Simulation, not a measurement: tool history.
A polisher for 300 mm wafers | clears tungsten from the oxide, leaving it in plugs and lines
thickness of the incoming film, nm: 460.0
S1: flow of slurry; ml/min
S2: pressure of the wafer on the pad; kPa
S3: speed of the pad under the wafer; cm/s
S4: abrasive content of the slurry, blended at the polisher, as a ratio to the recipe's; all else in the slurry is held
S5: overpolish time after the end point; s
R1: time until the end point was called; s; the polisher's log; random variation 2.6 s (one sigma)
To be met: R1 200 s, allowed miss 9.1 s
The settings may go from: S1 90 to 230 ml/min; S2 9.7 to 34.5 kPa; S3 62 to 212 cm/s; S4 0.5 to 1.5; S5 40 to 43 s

run  hour   S1    S2   S3  S4  S5      R1
  1     0  150  22.1  136   1  40  97.543
  2     4  150  22.1  166   1  40  80.557
  3   8.1  150    20  166   1  40  87.336
  4   9.1  150  17.9  156   1  40  103.33
  5  15.8  150  16.5  148   1  40  115.02
  6  21.2  150  15.2  142   1  40   125.8
  7  25.7  150  14.5  136   1  40  141.55
  8  28.1  150  13.8  134   1  40  148.26
  9  36.2  145   9.7  118   1  40  220.03
 10    44  150   9.7  118   1  40  229.11
 11  51.2  150  10.3  118   1  40  211.74

Which of these 4 next moves meets every target?
  A  58.4  190  13.8  104   1.2  43   ?
  B  58.4  185  14.5   94  0.95  40   ?
  C  58.4  210   9.7  112  1.05  43   ?
  D  58.4  155  13.1  110     1  43   ?

move      R1
   A  171.91
   B  195.34
   C  218.65
   D  184.28
A: takes the result that was furthest off past its target
B: meets every target
C: further off than the last run
D: takes the result that was furthest off past its target
The right move is B.
